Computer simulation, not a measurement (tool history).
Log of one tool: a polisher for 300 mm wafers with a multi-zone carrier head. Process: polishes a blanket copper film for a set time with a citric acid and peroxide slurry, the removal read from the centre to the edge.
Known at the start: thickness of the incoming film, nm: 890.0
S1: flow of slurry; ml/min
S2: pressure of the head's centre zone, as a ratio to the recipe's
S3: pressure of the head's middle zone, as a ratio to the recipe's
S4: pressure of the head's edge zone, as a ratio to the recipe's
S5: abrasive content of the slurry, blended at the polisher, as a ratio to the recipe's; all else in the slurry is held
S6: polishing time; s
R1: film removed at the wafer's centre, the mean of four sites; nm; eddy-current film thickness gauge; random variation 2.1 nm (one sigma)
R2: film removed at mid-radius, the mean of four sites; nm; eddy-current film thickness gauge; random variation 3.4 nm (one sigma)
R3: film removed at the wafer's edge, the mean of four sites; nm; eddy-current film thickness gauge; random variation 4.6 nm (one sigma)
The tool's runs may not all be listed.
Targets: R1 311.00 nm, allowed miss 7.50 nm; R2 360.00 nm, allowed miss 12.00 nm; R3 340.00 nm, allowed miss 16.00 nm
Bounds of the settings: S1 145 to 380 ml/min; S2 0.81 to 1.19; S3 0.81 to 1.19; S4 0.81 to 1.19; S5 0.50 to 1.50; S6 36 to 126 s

run	day	S1	S2	S3	S4	S5	S6	R1	R2	R3
1	0.000	245	1.00	1.00	1.00	1.00	81	235.02	228.59	225.99
2	0.062	245	1.00	1.00	0.95	1.00	81	235.04	228.98	227.73
3	0.433	240	0.97	1.01	0.95	1.10	87	248.02	251.32	246.06
4	0.483	240	0.95	1.02	0.97	1.20	92	261.79	271.50	268.35
5	0.525	300	0.95	1.02	0.97	1.20	92	272.55	277.34	271.81
6	0.825	285	0.94	1.05	0.99	1.25	95	278.52	298.07	286.53
7	1.012	280	0.94	1.07	1.02	1.30	96	281.70	302.56	293.73
8	1.200	280	0.94	1.09	1.04	1.35	98	287.70	317.16	300.77
9	1.479	285	0.93	1.10	1.05	1.40	100	294.58	327.13	320.78
10	1.738	295	0.93	1.12	1.06	1.40	100	294.90	337.43	321.52
11	2.046	305	0.93	1.13	1.07	1.40	100	300.55	343.37	324.43
12	2.321	340	0.92	1.16	1.13	1.45	100	303.03	352.15	328.24

4 next moves are on the table. One of them brings every result within its allowed miss. Which?
A	2.596	345	1.01	1.17	1.15	1.50	90	?	?	?
B	2.596	320	0.92	1.15	1.10	1.25	107	?	?	?
C	2.596	380	1.02	1.14	1.12	1.45	96	?	?	?
D	2.596	315	0.87	1.16	1.17	1.45	102	?	?	?

move	R1	R2	R3
A	296.21	324.66	309.39
B	306.16	363.69	344.59
C	319.09	339.51	325.57
D	285.22	360.39	348.75
A: further off than the last run
B: meets every target
C: takes the result that was furthest off past its target
D: further off than the last run
Move B is the one to make.

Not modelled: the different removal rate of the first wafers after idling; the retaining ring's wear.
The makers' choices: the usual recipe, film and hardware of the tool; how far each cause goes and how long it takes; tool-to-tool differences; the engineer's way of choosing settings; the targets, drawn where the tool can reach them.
